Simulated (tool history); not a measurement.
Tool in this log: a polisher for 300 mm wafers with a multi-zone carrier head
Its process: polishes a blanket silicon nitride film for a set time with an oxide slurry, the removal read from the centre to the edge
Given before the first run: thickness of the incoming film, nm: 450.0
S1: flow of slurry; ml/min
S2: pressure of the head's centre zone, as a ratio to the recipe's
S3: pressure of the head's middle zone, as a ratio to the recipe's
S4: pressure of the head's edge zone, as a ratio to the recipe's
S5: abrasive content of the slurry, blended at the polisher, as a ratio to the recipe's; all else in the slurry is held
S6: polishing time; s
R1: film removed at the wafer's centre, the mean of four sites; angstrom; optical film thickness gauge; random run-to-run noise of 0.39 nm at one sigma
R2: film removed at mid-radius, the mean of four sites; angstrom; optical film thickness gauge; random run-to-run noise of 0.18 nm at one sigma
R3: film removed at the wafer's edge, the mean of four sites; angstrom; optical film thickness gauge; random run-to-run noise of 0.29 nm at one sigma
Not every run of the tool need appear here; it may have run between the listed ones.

| run | day | S1 | S2 | S3 | S4 | S5 | S6 | R1 | R2 | R3 |
|---|---|---|---|---|---|---|---|---|---|---|
| 1 | 0 | 125 | 1 | 1 | 1 | 1 | 39 | 285.43 | 319.72 | 322.84 |
| 2 | 0.325 | 125 | 1 | 1 | 1 | 1 | 45 | 333.75 | 372.63 | 369.7 |
| 3 | 0.462 | 120 | 1.04 | 0.97 | 0.95 | 0.85 | 44 | 311.67 | 331.17 | 318.1 |
| 4 | 0.812 | 120 | 1.04 | 0.93 | 0.95 | 0.85 | 44 | 324.67 | 319.84 | 323.92 |
| 5 | 1.046 | 120 | 1.04 | 0.93 | 1.01 | 0.85 | 44 | 312.32 | 317.09 | 331.89 |
| 6 | 1.392 | 110 | 1.06 | 0.9 | 0.98 | 0.75 | 44 | 295.5 | 289.83 | 310 |
| 7 | 1.558 | 105 | 1.08 | 0.88 | 0.94 | 0.7 | 44 | 282.49 | 272.05 | 288.66 |
| 8 | 1.625 | 100 | 1.11 | 0.87 | 0.9 | 0.65 | 44 | 273.31 | 256.58 | 272 |

What does the tool deliver on the next run?
| 9 | 1.738 | 100 | 1.13 | 0.87 | 0.87 | 0.6 | 44 | ? | ? | ? |

Run 9 gave R1 276.55 angstrom, R2 246.11 angstrom, R3 256.11 angstrom.
